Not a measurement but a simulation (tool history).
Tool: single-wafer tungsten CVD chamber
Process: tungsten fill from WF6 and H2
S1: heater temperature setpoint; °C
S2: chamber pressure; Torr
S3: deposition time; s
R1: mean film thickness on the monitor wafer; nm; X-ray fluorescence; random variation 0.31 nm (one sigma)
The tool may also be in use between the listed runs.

run	hour	S1	S2	S3	R1
1	0	385	36.4	35.3	93.582
2	1.2	387	36.4	35.3	97.136
3	9.8	387	36.4	35.3	97.171
4	13.9	377	36.4	35.3	79.527
5	22.9	377	36.4	35.3	79.889
# hour 26.2: thermocouple changed; heater temperature recalibrated
6	26.2	382	36.4	35.3	84.246

Forecast run 7:
7	28.8	386	36.4	35.3	?

Run 7 gave R1 90.899 nm.

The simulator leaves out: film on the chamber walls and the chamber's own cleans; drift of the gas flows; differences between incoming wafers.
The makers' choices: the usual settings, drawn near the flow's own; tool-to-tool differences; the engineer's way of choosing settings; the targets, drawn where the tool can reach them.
